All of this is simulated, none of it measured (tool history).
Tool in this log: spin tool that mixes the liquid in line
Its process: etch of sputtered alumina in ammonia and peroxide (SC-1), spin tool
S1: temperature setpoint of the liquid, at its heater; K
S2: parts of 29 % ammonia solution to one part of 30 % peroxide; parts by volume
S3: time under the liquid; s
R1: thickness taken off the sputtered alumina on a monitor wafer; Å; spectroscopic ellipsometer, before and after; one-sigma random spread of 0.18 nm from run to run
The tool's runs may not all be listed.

run 1 day=0.000 | S1=320.15 S2=0.65 S3=265 | R1=113.21
run 2 day=0.242 | S1=323.15 S2=0.65 S3=265 | R1=132.44
run 3 day=0.296 | S1=325.15 S2=0.65 S3=265 | R1=151.48
run 4 day=0.554 | S1=322.65 S2=0.65 S3=265 | R1=132.92
run 5 day=0.912 | S1=322.65 S2=0.50 S3=265 | R1=127.71
run 6 day=1.217 | S1=325.15 S2=0.50 S3=265 | R1=147.30
-- day=1.383 new drum of ammonia solution connected
run 7 day=1.383 | S1=326.65 S2=0.50 S3=265 | R1=160.83

Expected results for the next run?
run 8 day=1.650 | S1=327.65 S2=0.50 S3=265 | R1=?

Run 8 yielded R1 169.98 Å.
